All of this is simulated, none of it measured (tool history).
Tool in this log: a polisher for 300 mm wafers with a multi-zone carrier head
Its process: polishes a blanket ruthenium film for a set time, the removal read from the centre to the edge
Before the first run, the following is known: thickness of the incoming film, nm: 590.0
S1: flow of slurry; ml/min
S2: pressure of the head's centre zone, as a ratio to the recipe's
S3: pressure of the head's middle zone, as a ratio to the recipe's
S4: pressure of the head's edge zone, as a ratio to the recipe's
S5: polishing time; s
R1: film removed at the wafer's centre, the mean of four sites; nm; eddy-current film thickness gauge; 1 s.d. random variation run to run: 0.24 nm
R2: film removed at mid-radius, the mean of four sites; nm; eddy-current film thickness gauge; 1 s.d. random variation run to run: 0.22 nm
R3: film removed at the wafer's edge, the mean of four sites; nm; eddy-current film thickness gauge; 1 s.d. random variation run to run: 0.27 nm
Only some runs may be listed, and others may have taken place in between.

run 1 day=0 | S1=165 S2=1 S3=1 S4=1 S5=40 | R1=22.515 R2=22.236 R3=22.792
run 2 day=0.05 | S1=180 S2=0.98 S3=1.04 S4=1.02 S5=41 | R1=22.584 R2=24.098 R3=24.659
run 3 day=0.188 | S1=190 S2=0.97 S3=1.07 S4=1 S5=42 | R1=23.744 R2=25.7 R3=24.958
run 4 day=0.375 | S1=200 S2=0.95 S3=1.09 S4=1 S5=43 | R1=23.909 R2=27.018 R3=25.761
-- day=0.708 slurry nozzle cleaned
run 5 day=0.708 | S1=210 S2=0.94 S3=1.11 S4=1 S5=44 | R1=26.513 R2=30.467 R3=28.596
run 6 day=0.742 | S1=210 S2=0.98 S3=1.11 S4=1 S5=44 | R1=27.901 R2=30.881 R3=28.502
run 7 day=1.117 | S1=215 S2=0.96 S3=1.13 S4=1 S5=44 | R1=27.928 R2=31.119 R3=28.381
run 8 day=1.454 | S1=180 S2=0.86 S3=1.19 S4=1 S5=49 | R1=26.671 R2=35.703 R3=30.455

Predict the results of run 9:
run 9 day=1.733 | S1=180 S2=0.86 S3=1.19 S4=1 S5=49 | R1=? R2=? R3=?

R1: 26.632 nm
R2: 35.288 nm
R3: 30.639 nm
